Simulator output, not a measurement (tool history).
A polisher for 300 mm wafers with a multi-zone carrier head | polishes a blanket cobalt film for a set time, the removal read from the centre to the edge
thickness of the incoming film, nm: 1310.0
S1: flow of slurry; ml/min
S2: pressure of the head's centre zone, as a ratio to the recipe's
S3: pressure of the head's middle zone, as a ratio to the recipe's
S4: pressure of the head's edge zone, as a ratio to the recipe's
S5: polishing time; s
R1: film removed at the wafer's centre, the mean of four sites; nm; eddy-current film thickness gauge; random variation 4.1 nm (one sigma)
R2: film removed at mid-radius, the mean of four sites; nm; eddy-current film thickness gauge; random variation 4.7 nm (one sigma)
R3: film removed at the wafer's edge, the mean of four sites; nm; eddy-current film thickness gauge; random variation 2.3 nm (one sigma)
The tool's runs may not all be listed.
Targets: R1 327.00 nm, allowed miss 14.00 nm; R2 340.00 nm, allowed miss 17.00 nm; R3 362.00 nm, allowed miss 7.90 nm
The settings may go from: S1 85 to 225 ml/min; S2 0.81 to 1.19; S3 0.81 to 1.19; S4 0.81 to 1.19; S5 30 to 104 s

run  hour   S1    S2    S3    S4  S5      R1      R2      R3
  1   0.0  145  1.00  1.00  1.00  67  336.08  324.05  327.59
  2   9.0  145  1.00  1.00  1.00  53  269.09  252.80  256.29
  3  14.2  155  0.98  1.01  1.06  57  277.23  285.62  285.70
  4  17.3  155  0.98  1.01  1.01  57  288.05  278.31  280.47
  5  18.0  155  0.98  1.01  1.06  57  284.22  286.04  285.58
  6  23.5  155  0.98  1.01  1.06  65  315.90  322.31  323.28
  7  28.0  170  0.97  0.99  1.10  66  329.57  336.23  341.33
  8  29.2  185  0.92  0.94  1.19  66  314.41  316.44  360.31

4 next moves are on the table. One of them brings every result within its allowed miss. Which?
  A  30.4  210  0.88  0.81  1.18  65   ?   ?   ?
  B  30.4  185  0.93  0.97  1.17  68   ?   ?   ?
  C  30.4  160  1.01  0.89  1.14  68   ?   ?   ?
  D  30.4  200  0.91  1.02  1.18  64   ?   ?   ?

move      R1      R2      R3
   A  305.94  283.02  356.41
   B  331.55  337.08  365.37
   C  349.85  305.66  354.71
   D  309.58  335.07  348.11
A: further off than the last run
B: meets every target
C: further off than the last run
D: brings the result that was furthest off to its target, and leaves another outside
The right move is B.
